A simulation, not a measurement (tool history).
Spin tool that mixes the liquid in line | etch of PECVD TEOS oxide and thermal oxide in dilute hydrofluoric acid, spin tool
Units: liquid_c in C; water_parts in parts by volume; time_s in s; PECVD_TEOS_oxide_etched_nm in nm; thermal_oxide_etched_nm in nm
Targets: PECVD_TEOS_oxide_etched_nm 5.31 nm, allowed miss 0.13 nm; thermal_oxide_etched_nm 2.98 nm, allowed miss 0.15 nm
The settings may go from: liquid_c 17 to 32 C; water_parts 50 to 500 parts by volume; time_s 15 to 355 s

{"run": 1, "hour": 0.0, "liquid_c": 24, "water_parts": 275, "time_s": 180, "PECVD_TEOS_oxide_etched_nm": 4.4115, "thermal_oxide_etched_nm": 2.3877}
{"run": 2, "hour": 6.3, "liquid_c": 25.5, "water_parts": 275, "time_s": 180, "PECVD_TEOS_oxide_etched_nm": 4.6374, "thermal_oxide_etched_nm": 2.558}
{"run": 3, "hour": 8.6, "liquid_c": 25.5, "water_parts": 275, "time_s": 255, "PECVD_TEOS_oxide_etched_nm": 6.4822, "thermal_oxide_etched_nm": 3.6076}
{"run": 4, "hour": 15.9, "liquid_c": 25.5, "water_parts": 275, "time_s": 320, "PECVD_TEOS_oxide_etched_nm": 8.1236, "thermal_oxide_etched_nm": 4.5627}
{"run": 5, "hour": 16.9, "liquid_c": 23, "water_parts": 285, "time_s": 320, "PECVD_TEOS_oxide_etched_nm": 7.1969, "thermal_oxide_etched_nm": 4.1032}
{"run": 6, "hour": 25.0, "liquid_c": 25, "water_parts": 285, "time_s": 320, "PECVD_TEOS_oxide_etched_nm": 7.7632, "thermal_oxide_etched_nm": 4.2372}
{"run": 7, "hour": 32.3, "liquid_c": 23, "water_parts": 295, "time_s": 320, "PECVD_TEOS_oxide_etched_nm": 6.8068, "thermal_oxide_etched_nm": 3.8958}
{"run": 8, "hour": 38.9, "liquid_c": 22, "water_parts": 305, "time_s": 320, "PECVD_TEOS_oxide_etched_nm": 6.3678, "thermal_oxide_etched_nm": 3.6099}
{"run": 9, "hour": 41.5, "liquid_c": 21, "water_parts": 310, "time_s": 320, "PECVD_TEOS_oxide_etched_nm": 5.9979, "thermal_oxide_etched_nm": 3.3352}
{"run": 10, "hour": 46.3, "liquid_c": 20, "water_parts": 310, "time_s": 320, "PECVD_TEOS_oxide_etched_nm": 5.8042, "thermal_oxide_etched_nm": 3.2516}
{"run": 11, "hour": 47.2, "liquid_c": 19, "water_parts": 310, "time_s": 320, "PECVD_TEOS_oxide_etched_nm": 5.5917, "thermal_oxide_etched_nm": 3.1737}
{"run": 12, "hour": 54.6, "liquid_c": 18.5, "water_parts": 310, "time_s": 320, "PECVD_TEOS_oxide_etched_nm": 5.4961, "thermal_oxide_etched_nm": 3.0615}

Which of these 5 next moves meets every target?
{"run": "A", "hour": 62.0, "liquid_c": 17, "water_parts": 255, "time_s": 275, "PECVD_TEOS_oxide_etched_nm": "?", "thermal_oxide_etched_nm": "?"}
{"run": "B", "hour": 62.0, "liquid_c": 19, "water_parts": 280, "time_s": 285, "PECVD_TEOS_oxide_etched_nm": "?", "thermal_oxide_etched_nm": "?"}
{"run": "C", "hour": 62.0, "liquid_c": 17, "water_parts": 300, "time_s": 315, "PECVD_TEOS_oxide_etched_nm": "?", "thermal_oxide_etched_nm": "?"}
{"run": "D", "hour": 62.0, "liquid_c": 17.5, "water_parts": 325, "time_s": 325, "PECVD_TEOS_oxide_etched_nm": "?", "thermal_oxide_etched_nm": "?"}
{"run": "E", "hour": 62.0, "liquid_c": 17, "water_parts": 240, "time_s": 255, "PECVD_TEOS_oxide_etched_nm": "?", "thermal_oxide_etched_nm": "?"}

move=A PECVD_TEOS_oxide_etched_nm=5.7113 thermal_oxide_etched_nm=3.1967
move=B PECVD_TEOS_oxide_etched_nm=5.6904 thermal_oxide_etched_nm=3.1851
move=C PECVD_TEOS_oxide_etched_nm=5.3518 thermal_oxide_etched_nm=2.9955
move=D PECVD_TEOS_oxide_etched_nm=5.0866 thermal_oxide_etched_nm=2.8471
move=E PECVD_TEOS_oxide_etched_nm=5.7012 thermal_oxide_etched_nm=3.1911
A: further off than the last run
B: further off than the last run
C: meets every target
D: takes the result that was furthest off past its target
E: further off than the last run
The right move is C.
